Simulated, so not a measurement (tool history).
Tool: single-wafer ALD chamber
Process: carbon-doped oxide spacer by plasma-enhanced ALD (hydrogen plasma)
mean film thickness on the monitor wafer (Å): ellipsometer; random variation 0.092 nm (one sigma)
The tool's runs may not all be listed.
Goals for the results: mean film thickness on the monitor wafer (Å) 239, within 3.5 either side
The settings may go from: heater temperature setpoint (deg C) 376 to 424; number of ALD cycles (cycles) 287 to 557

run,hour,heater temperature setpoint (deg C),number of ALD cycles (cycles),mean film thickness on the monitor wafer (Å)
1,0,400,422,205.64
2,5.2,409,422,204.53
3,7.3,409,464,223.56
4,12,409,467,225.11
5,14.8,409,501,241.97
6,21.7,409,526,254.32
7,29.3,409,523,254.38
8,31.3,409,520,252.88
9,32.7,409,517,249.42
10,37.5,409,515,249.03
11,45.7,409,513,249.22
12,47.6,409,511,247.18

Below are 4 possible settings for the next run. Only one of them brings all results inside the allowed miss of their targets. Which is it?
A,49.5,414,516,?
B,49.5,412,526,?
C,49.5,418,549,?
D,49.5,407,489,?

move,mean film thickness on the monitor wafer (Å)
A,246.77
B,253.33
C,258.85
D,239.63
A: an improvement on the last run, though not all results are within tolerance
B: moves away from the targets compared with the last run
C: moves away from the targets compared with the last run
D: every result within its allowed miss
Go with D: it meets all targets.

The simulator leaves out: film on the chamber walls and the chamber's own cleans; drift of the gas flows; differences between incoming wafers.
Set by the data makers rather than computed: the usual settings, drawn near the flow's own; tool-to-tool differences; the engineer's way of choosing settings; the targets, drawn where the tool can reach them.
